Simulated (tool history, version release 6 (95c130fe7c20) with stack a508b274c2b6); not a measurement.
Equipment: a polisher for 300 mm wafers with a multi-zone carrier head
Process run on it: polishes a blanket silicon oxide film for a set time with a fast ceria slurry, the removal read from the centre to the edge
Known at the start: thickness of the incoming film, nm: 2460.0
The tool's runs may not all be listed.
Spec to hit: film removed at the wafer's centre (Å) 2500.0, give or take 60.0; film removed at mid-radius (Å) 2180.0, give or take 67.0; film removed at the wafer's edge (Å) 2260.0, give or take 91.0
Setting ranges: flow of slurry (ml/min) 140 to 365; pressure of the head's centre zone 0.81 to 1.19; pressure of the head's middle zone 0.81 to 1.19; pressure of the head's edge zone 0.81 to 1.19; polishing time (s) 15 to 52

run,hour,flow of slurry (ml/min),pressure of the head's centre zone,pressure of the head's middle zone,pressure of the head's edge zone,polishing time (s),film removed at the wafer's centre (Å),film removed at mid-radius (Å),film removed at the wafer's edge (Å)
1,0.0,235,1.00,1.00,1.00,33,3616.4,3617.0,3616.0
2,4.8,230,1.01,0.96,0.95,29,3132.9,3158.3,3033.9
3,10.7,225,1.04,0.91,0.95,26,2890.8,2620.8,2808.2
4,18.9,225,1.10,0.91,0.95,26,2998.3,2637.9,2765.2
5,22.2,215,1.09,0.89,0.91,25,2852.4,2516.0,2622.1
6,24.8,215,1.09,0.95,0.91,25,2858.3,2619.1,2631.2
7,27.2,210,1.09,0.92,0.88,24,2749.6,2417.3,2498.0
8,33.5,205,1.08,0.92,0.86,23,2572.1,2367.3,2293.8
9,40.1,190,1.08,0.90,0.86,23,2601.4,2309.8,2329.1
10,47.8,185,1.06,0.86,0.83,22,2452.9,2107.4,2207.5
11,52.7,190,1.06,0.87,0.84,22,2464.1,2140.4,2287.6

Which one of the following 4 next-run settings gets every result inside its allowed miss? There is exactly one.
A,57.6,205,1.01,0.88,0.84,22,?,?,?
B,57.6,250,1.05,0.86,0.81,22,?,?,?
C,57.6,160,1.09,0.82,0.81,22,?,?,?
D,57.6,145,1.11,0.83,0.90,22,?,?,?

move,film removed at the wafer's centre (Å),film removed at mid-radius (Å),film removed at the wafer's edge (Å)
A,2372.8,2175.5,2216.9
B,2484.8,2168.7,2219.8
C,2451.8,2010.1,2160.8
D,2462.3,2012.7,2217.7
A: further off than the last run
B: each result inside its tolerance
C: brings the last run's worst result on target, with another outside its allowed miss
D: brings the last run's worst result on target, with another outside its allowed miss
Move B is the one to make.
